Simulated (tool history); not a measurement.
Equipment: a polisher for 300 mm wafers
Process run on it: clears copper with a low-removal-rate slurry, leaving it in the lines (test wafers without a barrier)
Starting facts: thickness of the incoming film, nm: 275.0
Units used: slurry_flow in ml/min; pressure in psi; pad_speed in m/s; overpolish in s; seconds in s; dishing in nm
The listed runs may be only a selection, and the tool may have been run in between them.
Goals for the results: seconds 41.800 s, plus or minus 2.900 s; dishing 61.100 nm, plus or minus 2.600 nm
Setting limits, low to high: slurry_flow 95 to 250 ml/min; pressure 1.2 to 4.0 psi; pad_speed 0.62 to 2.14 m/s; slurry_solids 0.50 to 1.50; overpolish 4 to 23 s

run,hour,slurry_flow,pressure,pad_speed,slurry_solids,overpolish,seconds,dishing
1,0.0,160,2.6,1.38,1.00,12,80.772,35.802
2,3.9,160,2.6,1.38,0.90,12,86.727,34.752
3,12.0,160,2.8,1.40,0.90,12,82.748,37.236
4,17.4,140,2.8,1.40,0.90,12,85.149,36.408
5,21.8,140,2.8,1.40,1.00,12,76.826,37.245
6,24.0,145,2.9,1.42,1.00,12,72.537,40.024
7,29.7,150,3.0,1.42,1.00,12,71.832,40.829
8,34.1,150,3.7,1.78,1.05,10,47.472,51.417
9,40.7,150,3.7,1.80,1.05,10,45.663,52.182
10,44.5,150,3.9,1.82,1.00,10,44.891,53.482

Which single option among these 4 for the next run brings every result within its allowed miss of target? Just one does.
A,48.3,120,3.6,1.72,1.25,15,?,?
B,48.3,195,3.0,1.94,1.20,14,?,?
C,48.3,100,3.9,2.10,1.05,10,?,?
D,48.3,140,3.8,1.94,1.05,11,?,?

move,seconds,dishing
A,50.101,66.999
B,49.081,63.561
C,42.105,55.765
D,42.860,59.379
A: moves the result that the last run missed by most past its target, out the other side
B: brings the last run's worst result on target, with another outside its allowed miss
C: closer than the last run, but not yet in spec
D: every result within its allowed miss
D meets every target.

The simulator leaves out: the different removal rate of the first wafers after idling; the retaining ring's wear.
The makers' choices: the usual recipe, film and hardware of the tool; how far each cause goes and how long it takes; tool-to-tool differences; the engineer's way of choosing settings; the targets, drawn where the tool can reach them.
